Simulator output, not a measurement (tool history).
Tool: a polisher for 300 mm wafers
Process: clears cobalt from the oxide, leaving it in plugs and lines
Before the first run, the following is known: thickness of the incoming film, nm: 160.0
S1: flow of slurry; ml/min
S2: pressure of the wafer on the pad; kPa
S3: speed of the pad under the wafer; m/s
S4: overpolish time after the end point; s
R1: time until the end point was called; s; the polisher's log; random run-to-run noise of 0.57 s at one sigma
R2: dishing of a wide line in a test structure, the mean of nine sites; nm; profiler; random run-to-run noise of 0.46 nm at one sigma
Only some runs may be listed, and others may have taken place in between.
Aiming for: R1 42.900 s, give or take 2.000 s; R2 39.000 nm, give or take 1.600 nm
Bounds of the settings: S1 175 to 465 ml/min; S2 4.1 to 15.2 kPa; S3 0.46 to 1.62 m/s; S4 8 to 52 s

Run 1, hour 0.0: S1 295 ml/min, S2 9.7 kPa, S3 1.04 m/s, S4 26 s. Result: R1 36.461 s, R2 51.377 nm.
Run 2, hour 0.7: S1 295 ml/min, S2 9.0 kPa, S3 1.04 m/s, S4 23 s. Result: R1 38.102 s, R2 47.326 nm.
Run 3, hour 5.4: S1 295 ml/min, S2 6.9 kPa, S3 1.04 m/s, S4 23 s. Result: R1 45.027 s, R2 44.003 nm.
Run 4, hour 11.3: S1 295 ml/min, S2 6.9 kPa, S3 1.04 m/s, S4 21 s. Result: R1 44.302 s, R2 41.601 nm.
Run 5, hour 13.8: S1 295 ml/min, S2 4.8 kPa, S3 1.04 m/s, S4 21 s. Result: R1 54.220 s, R2 37.144 nm.
Run 6, hour 15.7: S1 295 ml/min, S2 6.2 kPa, S3 1.04 m/s, S4 21 s. Result: R1 47.016 s, R2 40.266 nm.
Run 7, hour 21.0: S1 295 ml/min, S2 6.2 kPa, S3 1.04 m/s, S4 20 s. Result: R1 46.674 s, R2 39.246 nm.
Run 8, hour 21.7: S1 295 ml/min, S2 6.2 kPa, S3 1.04 m/s, S4 19 s. Result: R1 47.172 s, R2 37.546 nm.

Of the 5 settings listed for the next run, only one would bring every result within its allowed miss of target. Which one?
Run A, hour 22.4: S1 410 ml/min, S2 7.6 kPa, S3 0.76 m/s, S4 21 s. Result: R1 ?, R2 ?.
Run B, hour 22.4: S1 350 ml/min, S2 6.9 kPa, S3 1.08 m/s, S4 18 s. Result: R1 ?, R2 ?.
Run C, hour 22.4: S1 305 ml/min, S2 5.5 kPa, S3 1.12 m/s, S4 20 s. Result: R1 ?, R2 ?.
Run D, hour 22.4: S1 310 ml/min, S2 6.2 kPa, S3 0.92 m/s, S4 24 s. Result: R1 ?, R2 ?.
Run E, hour 22.4: S1 275 ml/min, S2 8.3 kPa, S3 1.02 m/s, S4 15 s. Result: R1 ?, R2 ?.

move      R1      R2
   A  54.923  36.867
   B  41.808  39.570
   C  46.036  39.821
   D  52.283  41.204
   E  40.528  35.978
A: the biggest miss grows against the last run
B: meets every target
C: nearer than the last run, and not there yet
D: the biggest miss grows against the last run
E: moves the result that the last run missed by most past its target, out the other side
Correct choice: B, which meets every target
